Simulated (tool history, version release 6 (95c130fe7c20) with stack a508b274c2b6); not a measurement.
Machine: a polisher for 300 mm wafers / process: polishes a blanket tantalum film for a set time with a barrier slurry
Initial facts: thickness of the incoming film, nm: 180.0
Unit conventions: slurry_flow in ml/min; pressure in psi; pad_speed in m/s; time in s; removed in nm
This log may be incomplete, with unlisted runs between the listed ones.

run	hour	slurry_flow	pressure	pad_speed	slurry_solids	time	removed
1	0	215	2.4	0.92	1	47	90.9
2	3.9	215	2.4	1.04	1	47	104.57
3	8.6	215	2.2	1.04	1	47	96.922
4	15.9	215	2.2	1.04	1	47	94.302
5	19.2	215	2.2	0.94	1	47	88.184
6	25.1	215	2.1	0.94	1	47	83.081
7	32	215	2	0.94	1	47	80.143

Predict the results of run 8:
8	37.5	215	1.9	0.94	1	47	?

{"run 8": {"removed": 74.62}}
